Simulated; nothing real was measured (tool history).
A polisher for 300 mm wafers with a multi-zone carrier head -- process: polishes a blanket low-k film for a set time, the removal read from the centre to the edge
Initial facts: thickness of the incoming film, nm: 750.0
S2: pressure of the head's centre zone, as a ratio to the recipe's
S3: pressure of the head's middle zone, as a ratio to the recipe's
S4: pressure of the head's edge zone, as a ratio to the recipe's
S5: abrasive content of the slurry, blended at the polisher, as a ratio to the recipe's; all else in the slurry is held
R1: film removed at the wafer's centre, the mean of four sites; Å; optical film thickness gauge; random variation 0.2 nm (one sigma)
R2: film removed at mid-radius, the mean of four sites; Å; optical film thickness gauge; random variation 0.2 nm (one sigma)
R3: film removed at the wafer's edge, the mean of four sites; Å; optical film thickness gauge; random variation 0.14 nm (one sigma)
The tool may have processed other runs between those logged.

Run 1, hour 0.0: flow of slurry (ml/min) 195, S2 1.00, S3 1.00, S4 1.00, S5 1.00, polishing time (s) 80. Result: R1 207.53 Å, R2 203.78 Å, R3 204.43 Å.
Run 2, hour 8.7: flow of slurry (ml/min) 195, S2 1.07, S3 1.00, S4 1.00, S5 1.00, polishing time (s) 80. Result: R1 223.42 Å, R2 207.79 Å, R3 204.29 Å.
Run 3, hour 9.9: flow of slurry (ml/min) 195, S2 1.06, S3 1.00, S4 0.98, S5 0.90, polishing time (s) 80. Result: R1 213.97 Å, R2 198.31 Å, R3 193.54 Å.
Run 4, hour 15.0: flow of slurry (ml/min) 195, S2 1.06, S3 1.00, S4 0.98, S5 0.80, polishing time (s) 80. Result: R1 197.38 Å, R2 187.26 Å, R3 184.02 Å.
Run 5, hour 21.3: flow of slurry (ml/min) 195, S2 0.98, S3 1.00, S4 0.98, S5 0.80, polishing time (s) 80. Result: R1 185.34 Å, R2 188.36 Å, R3 184.85 Å.
Run 6, hour 23.7: flow of slurry (ml/min) 195, S2 0.98, S3 0.95, S4 0.98, S5 0.80, polishing time (s) 80. Result: R1 187.79 Å, R2 178.88 Å, R3 187.45 Å.
Run 7, hour 26.2: flow of slurry (ml/min) 190, S2 0.98, S3 0.95, S4 0.96, S5 0.75, polishing time (s) 80. Result: R1 177.57 Å, R2 173.67 Å, R3 175.79 Å.

For run 8, what comes out?
Run 8, hour 32.6: flow of slurry (ml/min) 185, S2 0.98, S3 0.94, S4 0.94, S5 0.75, polishing time (s) 80. Result: R1 ?, R2 ?, R3 ?.

{"run 8": {"R1": 179.72, "R2": 171.22, "R3": 174.88}}
